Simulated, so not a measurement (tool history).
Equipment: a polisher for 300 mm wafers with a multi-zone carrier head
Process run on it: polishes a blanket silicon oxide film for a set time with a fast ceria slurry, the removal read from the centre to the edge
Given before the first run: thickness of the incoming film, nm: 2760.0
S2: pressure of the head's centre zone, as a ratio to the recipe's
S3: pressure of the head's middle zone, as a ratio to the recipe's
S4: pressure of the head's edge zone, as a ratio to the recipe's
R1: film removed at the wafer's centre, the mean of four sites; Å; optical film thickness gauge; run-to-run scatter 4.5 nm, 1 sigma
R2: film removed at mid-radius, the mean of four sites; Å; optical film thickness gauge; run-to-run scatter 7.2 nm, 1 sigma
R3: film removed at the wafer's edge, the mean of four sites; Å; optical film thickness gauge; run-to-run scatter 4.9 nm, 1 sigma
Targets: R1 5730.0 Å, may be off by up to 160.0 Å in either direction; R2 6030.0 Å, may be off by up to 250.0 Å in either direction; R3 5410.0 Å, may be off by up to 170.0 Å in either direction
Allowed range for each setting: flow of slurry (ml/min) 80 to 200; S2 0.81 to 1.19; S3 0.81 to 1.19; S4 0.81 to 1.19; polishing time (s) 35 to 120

run 1 hour=0.0 | flow_of_slurry_(ml/min)=130 S2=1.00 S3=1.00 S4=1.00 polishing_time_(s)=77 | R1=9115.8 R2=9039.6 R3=8890.4
run 2 hour=7.1 | flow_of_slurry_(ml/min)=130 S2=1.00 S3=1.00 S4=1.00 polishing_time_(s)=66 | R1=7856.6 R2=7814.2 R3=7530.5
run 3 hour=7.8 | flow_of_slurry_(ml/min)=130 S2=1.00 S3=1.03 S4=1.00 polishing_time_(s)=66 | R1=7844.3 R2=7895.0 R3=7607.9
run 4 hour=16.1 | flow_of_slurry_(ml/min)=130 S2=1.00 S3=1.03 S4=1.00 polishing_time_(s)=52 | R1=6218.8 R2=6239.4 R3=5971.2
run 5 hour=23.8 | flow_of_slurry_(ml/min)=115 S2=1.00 S3=1.03 S4=1.00 polishing_time_(s)=52 | R1=6076.8 R2=6133.0 R3=5885.1
run 6 hour=30.5 | flow_of_slurry_(ml/min)=90 S2=1.00 S3=1.03 S4=1.00 polishing_time_(s)=52 | R1=5571.5 R2=5856.5 R3=5708.1
run 7 hour=35.3 | flow_of_slurry_(ml/min)=90 S2=1.01 S3=1.04 S4=0.97 polishing_time_(s)=52 | R1=5631.1 R2=5759.4 R3=5539.8
run 8 hour=36.6 | flow_of_slurry_(ml/min)=90 S2=1.01 S3=1.04 S4=0.97 polishing_time_(s)=52 | R1=5721.6 R2=5867.0 R3=5650.1

5 candidate next runs follow, results not yet known. Just one meets every target within its allowed miss. Identify it.
run A hour=37.9 | flow_of_slurry_(ml/min)=80 S2=1.08 S3=1.02 S4=0.97 polishing_time_(s)=51 | R1=? R2=? R3=?
run B hour=37.9 | flow_of_slurry_(ml/min)=110 S2=0.95 S3=1.04 S4=0.96 polishing_time_(s)=53 | R1=? R2=? R3=?
run C hour=37.9 | flow_of_slurry_(ml/min)=110 S2=1.00 S3=1.08 S4=0.91 polishing_time_(s)=50 | R1=? R2=? R3=?
run D hour=37.9 | flow_of_slurry_(ml/min)=100 S2=1.04 S3=1.04 S4=0.91 polishing_time_(s)=46 | R1=? R2=? R3=?
run E hour=37.9 | flow_of_slurry_(ml/min)=80 S2=1.10 S3=1.04 S4=1.00 polishing_time_(s)=50 | R1=? R2=? R3=?

move=A R1=5729.1 R2=5374.2 R3=5342.6
move=B R1=5803.0 R2=6119.4 R3=5810.4
move=C R1=5723.8 R2=5960.6 R3=5353.7
move=D R1=5318.8 R2=5200.0 R3=4858.0
move=E R1=5708.5 R2=5355.6 R3=5307.8
A: brings the last run's worst result on target, with another outside its allowed miss
B: its largest miss is bigger than the last run's
C: all results in spec
D: moves the result that the last run missed by most past its target, out the other side
E: brings the last run's worst result on target, with another outside its allowed miss
So the answer is move C, the one that meets all the targets.

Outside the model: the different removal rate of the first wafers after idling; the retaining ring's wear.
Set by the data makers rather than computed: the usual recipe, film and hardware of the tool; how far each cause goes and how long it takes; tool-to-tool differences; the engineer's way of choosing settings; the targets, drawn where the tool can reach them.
